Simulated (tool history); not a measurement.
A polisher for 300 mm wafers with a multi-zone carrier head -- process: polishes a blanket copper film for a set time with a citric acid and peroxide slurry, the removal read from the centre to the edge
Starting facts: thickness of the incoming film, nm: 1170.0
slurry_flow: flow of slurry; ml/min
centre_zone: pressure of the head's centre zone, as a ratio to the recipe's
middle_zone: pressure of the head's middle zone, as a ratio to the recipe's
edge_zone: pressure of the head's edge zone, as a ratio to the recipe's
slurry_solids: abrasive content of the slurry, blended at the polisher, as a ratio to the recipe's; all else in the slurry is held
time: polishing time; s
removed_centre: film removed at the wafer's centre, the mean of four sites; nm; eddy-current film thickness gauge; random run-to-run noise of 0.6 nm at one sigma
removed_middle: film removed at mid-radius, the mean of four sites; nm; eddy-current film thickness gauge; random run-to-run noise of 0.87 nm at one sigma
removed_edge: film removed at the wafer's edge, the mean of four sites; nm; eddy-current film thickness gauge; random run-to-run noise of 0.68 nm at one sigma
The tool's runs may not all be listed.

Run 1, hour 0.0: slurry_flow 315 ml/min, centre_zone 1.00, middle_zone 1.00, edge_zone 1.00, slurry_solids 1.00, time 54 s. Result: removed_centre 90.357 nm, removed_middle 101.020 nm, removed_edge 102.310 nm.
Run 2, hour 4.1: slurry_flow 315 ml/min, centre_zone 1.00, middle_zone 1.00, edge_zone 1.00, slurry_solids 1.00, time 43 s. Result: removed_centre 70.951 nm, removed_middle 80.712 nm, removed_edge 82.750 nm.
Run 3, hour 9.2: slurry_flow 315 ml/min, centre_zone 1.00, middle_zone 1.00, edge_zone 1.00, slurry_solids 0.90, time 43 s. Result: removed_centre 71.016 nm, removed_middle 78.219 nm, removed_edge 79.237 nm.
Run 4, hour 10.1: slurry_flow 310 ml/min, centre_zone 0.95, middle_zone 0.96, edge_zone 0.99, slurry_solids 0.75, time 42 s. Result: removed_centre 63.122 nm, removed_middle 72.059 nm, removed_edge 75.586 nm.
Run 5, hour 11.6: slurry_flow 370 ml/min, centre_zone 0.95, middle_zone 0.96, edge_zone 0.99, slurry_solids 0.75, time 42 s. Result: removed_centre 63.736 nm, removed_middle 73.091 nm, removed_edge 75.147 nm.
Run 6, hour 14.5: slurry_flow 370 ml/min, centre_zone 0.94, middle_zone 0.93, edge_zone 0.98, slurry_solids 0.65, time 41 s. Result: removed_centre 60.647 nm, removed_middle 66.013 nm, removed_edge 72.872 nm.
Run 7, hour 18.5: slurry_flow 370 ml/min, centre_zone 0.93, middle_zone 0.93, edge_zone 0.96, slurry_solids 0.60, time 40 s. Result: removed_centre 57.725 nm, removed_middle 64.950 nm, removed_edge 70.163 nm.
At hour 24.4: centre zone pressure recalibrated.
Run 8, hour 24.4: slurry_flow 360 ml/min, centre_zone 0.93, middle_zone 0.85, edge_zone 0.88, slurry_solids 0.50, time 37 s. Result: removed_centre 59.412 nm, removed_middle 53.020 nm, removed_edge 60.137 nm.
Run 9, hour 28.6: slurry_flow 360 ml/min, centre_zone 0.91, middle_zone 0.86, edge_zone 0.89, slurry_solids 0.50, time 37 s. Result: removed_centre 56.805 nm, removed_middle 54.728 nm, removed_edge 58.529 nm.
Run 10, hour 34.2: slurry_flow 365 ml/min, centre_zone 0.91, middle_zone 0.87, edge_zone 0.92, slurry_solids 0.50, time 37 s. Result: removed_centre 57.025 nm, removed_middle 55.057 nm, removed_edge 60.365 nm.

Run 11 is up next; what results do you expect?
Run 11, hour 39.6: slurry_flow 375 ml/min, centre_zone 0.90, middle_zone 0.88, edge_zone 0.95, slurry_solids 0.50, time 37 s. Result: removed_centre ?, removed_middle ?, removed_edge ?.

Logged for run 11: removed_centre 56.451 nm, removed_middle 55.683 nm, removed_edge 62.927 nm.
